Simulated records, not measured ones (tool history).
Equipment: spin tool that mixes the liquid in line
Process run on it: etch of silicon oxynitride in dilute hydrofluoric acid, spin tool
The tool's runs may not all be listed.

run,hour,temperature setpoint of the liquid (K),parts of water to one part of 49 % hydrofluoric acid (parts by volume),time under the liquid (s),thickness taken off the silicon oxynitride on a monitor wafer (Å)
1,0,295.15,295,60,7.7075
2,1.9,295.15,295,60,7.9188
3,6.4,295.15,295,40,5.3647
4,13.5,296.65,260,40,6.5264
# hour 15.1: thermometer replaced
5,15.1,296.65,295,40,5.2461
6,17.3,295.15,270,40,5.4194
7,25.1,297.15,225,45,8.2505

Expected results for the next run?
8,30,301.15,205,45,?

thickness taken off the silicon oxynitride on a monitor wafer (Å): 11.054

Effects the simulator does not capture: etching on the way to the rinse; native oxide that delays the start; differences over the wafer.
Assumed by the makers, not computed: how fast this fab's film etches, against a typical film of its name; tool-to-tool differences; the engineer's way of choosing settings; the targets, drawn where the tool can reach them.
